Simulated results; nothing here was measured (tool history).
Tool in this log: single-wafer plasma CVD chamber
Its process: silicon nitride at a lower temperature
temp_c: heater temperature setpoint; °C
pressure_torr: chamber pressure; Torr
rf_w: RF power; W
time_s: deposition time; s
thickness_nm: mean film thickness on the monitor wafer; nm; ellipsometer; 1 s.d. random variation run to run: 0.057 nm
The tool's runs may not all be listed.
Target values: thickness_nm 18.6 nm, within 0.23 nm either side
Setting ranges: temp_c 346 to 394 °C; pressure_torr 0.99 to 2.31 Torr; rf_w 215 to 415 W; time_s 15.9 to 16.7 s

Run 1, hour 0: temp_c 370 °C, pressure_torr 1.65 Torr, rf_w 315 W, time_s 16.7 s. Result: thickness_nm 21.841 nm.
Run 2, hour 1.4: temp_c 370 °C, pressure_torr 1.55 Torr, rf_w 310 W, time_s 16.7 s. Result: thickness_nm 21.068 nm.
Run 3, hour 9.2: temp_c 370 °C, pressure_torr 1.55 Torr, rf_w 325 W, time_s 16.7 s. Result: thickness_nm 21.833 nm.
Run 4, hour 16.2: temp_c 370 °C, pressure_torr 1.46 Torr, rf_w 320 W, time_s 16.7 s. Result: thickness_nm 21.131 nm.
Run 5, hour 24.2: temp_c 370 °C, pressure_torr 1.39 Torr, rf_w 320 W, time_s 16.7 s. Result: thickness_nm 20.649 nm.
Run 6, hour 30.9: temp_c 370 °C, pressure_torr 1.33 Torr, rf_w 320 W, time_s 16.7 s. Result: thickness_nm 20.205 nm.
Run 7, hour 32.4: temp_c 370 °C, pressure_torr 1 Torr, rf_w 315 W, time_s 16.7 s. Result: thickness_nm 17.293 nm.
Run 8, hour 33.7: temp_c 370 °C, pressure_torr 1.03 Torr, rf_w 315 W, time_s 16.7 s. Result: thickness_nm 17.539 nm.
Run 9, hour 36.4: temp_c 370 °C, pressure_torr 1.05 Torr, rf_w 315 W, time_s 16.7 s. Result: thickness_nm 17.795 nm.
Run 10, hour 38.9: temp_c 370 °C, pressure_torr 1.07 Torr, rf_w 315 W, time_s 16.7 s. Result: thickness_nm 18.038 nm.
Run 11, hour 40.7: temp_c 370 °C, pressure_torr 1.08 Torr, rf_w 315 W, time_s 16.7 s. Result: thickness_nm 18.054 nm.
Run 12, hour 48.1: temp_c 370 °C, pressure_torr 1.09 Torr, rf_w 315 W, time_s 16.7 s. Result: thickness_nm 18.247 nm.
Run 13, hour 56.3: temp_c 370 °C, pressure_torr 1.09 Torr, rf_w 315 W, time_s 16.7 s. Result: thickness_nm 18.184 nm.
Run 14, hour 57.6: temp_c 370 °C, pressure_torr 1.23 Torr, rf_w 315 W, time_s 16.7 s. Result: thickness_nm 19.33 nm.
Run 15, hour 59.2: temp_c 370 °C, pressure_torr 1.21 Torr, rf_w 315 W, time_s 16.7 s. Result: thickness_nm 19.177 nm.
Run 16, hour 65.2: temp_c 370 °C, pressure_torr 1.2 Torr, rf_w 315 W, time_s 16.7 s. Result: thickness_nm 19.118 nm.

Next run, 5 choices. One meets every target within its allowed miss, the rest don't. Which?
Run A, hour 71.2: temp_c 354 °C, pressure_torr 1.13 Torr, rf_w 325 W, time_s 15.9 s. Result: thickness_nm ?.
Run B, hour 71.2: temp_c 366 °C, pressure_torr 1.35 Torr, rf_w 285 W, time_s 16.7 s. Result: thickness_nm ?.
Run C, hour 71.2: temp_c 383 °C, pressure_torr 1.2 Torr, rf_w 290 W, time_s 16.7 s. Result: thickness_nm ?.
Run D, hour 71.2: temp_c 371 °C, pressure_torr 1.21 Torr, rf_w 320 W, time_s 16.7 s. Result: thickness_nm ?.
Run E, hour 71.2: temp_c 356 °C, pressure_torr 1.13 Torr, rf_w 325 W, time_s 16.3 s. Result: thickness_nm ?.

move  thickness_nm
   A        18.194
   B        19.056
   C        18.145
   D        19.458
   E        18.638
A: moves the result that the last run missed by most past its target, out the other side
B: nearer than the last run, and not there yet
C: moves the result that the last run missed by most past its target, out the other side
D: moves away from the targets compared with the last run
E: each result inside its tolerance
Go with E: it meets all targets.
